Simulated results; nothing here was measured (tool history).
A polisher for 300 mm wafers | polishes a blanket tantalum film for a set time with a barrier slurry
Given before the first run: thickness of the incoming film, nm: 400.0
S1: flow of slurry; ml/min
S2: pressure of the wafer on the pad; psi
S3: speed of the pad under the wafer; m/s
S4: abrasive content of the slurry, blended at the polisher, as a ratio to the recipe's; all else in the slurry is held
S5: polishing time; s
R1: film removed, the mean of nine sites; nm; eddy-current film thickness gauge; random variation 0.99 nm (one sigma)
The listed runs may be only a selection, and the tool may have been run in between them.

run 1 day=0.000 | S1=290 S2=2.4 S3=1.06 S4=1.0 S5=68 | R1=124.57
run 2 day=0.246 | S1=290 S2=2.2 S3=1.06 S4=1.0 S5=68 | R1=113.52
run 3 day=0.371 | S1=290 S2=2.2 S3=1.24 S4=1.0 S5=68 | R1=133.22
run 4 day=0.633 | S1=290 S2=2.0 S3=1.24 S4=1.0 S5=68 | R1=119.62
run 5 day=0.958 | S1=290 S2=1.8 S3=1.24 S4=1.0 S5=68 | R1=107.63
run 6 day=1.250 | S1=290 S2=1.7 S3=1.24 S4=1.0 S5=68 | R1=103.23

Estimate the outcome of run 7 from the log above:
run 7 day=1.579 | S1=290 S2=1.7 S3=1.24 S4=1.0 S5=68 | R1=?

R1: 103.64 nm
